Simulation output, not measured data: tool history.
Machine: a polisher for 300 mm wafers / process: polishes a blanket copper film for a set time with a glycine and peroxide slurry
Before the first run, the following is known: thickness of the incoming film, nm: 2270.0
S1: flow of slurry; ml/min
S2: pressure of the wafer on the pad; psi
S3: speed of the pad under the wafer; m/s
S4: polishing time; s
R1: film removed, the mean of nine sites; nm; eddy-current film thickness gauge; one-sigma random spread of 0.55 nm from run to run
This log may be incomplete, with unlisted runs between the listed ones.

run 1 hour=0 | S1=280 S2=3.5 S3=0.9 S4=21 | R1=112.93
run 2 hour=5.4 | S1=315 S2=3.5 S3=0.9 S4=21 | R1=112.91
run 3 hour=10.3 | S1=375 S2=3.5 S3=0.9 S4=21 | R1=116.62
run 4 hour=11.7 | S1=410 S2=3.5 S3=0.9 S4=21 | R1=119.28
run 5 hour=18.9 | S1=400 S2=3.3 S3=0.9 S4=21 | R1=113.66
run 6 hour=24.1 | S1=440 S2=3.3 S3=0.9 S4=21 | R1=113.32
run 7 hour=30.9 | S1=440 S2=3.1 S3=0.9 S4=21 | R1=109.24
run 8 hour=31.8 | S1=435 S2=2.9 S3=0.9 S4=21 | R1=107.12
run 9 hour=39.7 | S1=430 S2=2.7 S3=0.9 S4=21 | R1=100.87
run 10 hour=43.7 | S1=425 S2=2.6 S3=0.9 S4=21 | R1=98.847
run 11 hour=51.7 | S1=420 S2=2.5 S3=0.9 S4=21 | R1=96.959
run 12 hour=59.5 | S1=415 S2=2.4 S3=0.9 S4=21 | R1=95.026
run 13 hour=61.5 | S1=410 S2=2.3 S3=0.9 S4=21 | R1=93.059

For run 14, what comes out?
run 14 hour=68.4 | S1=405 S2=2.2 S3=0.9 S4=21 | R1=?

R1: 90.865 nm
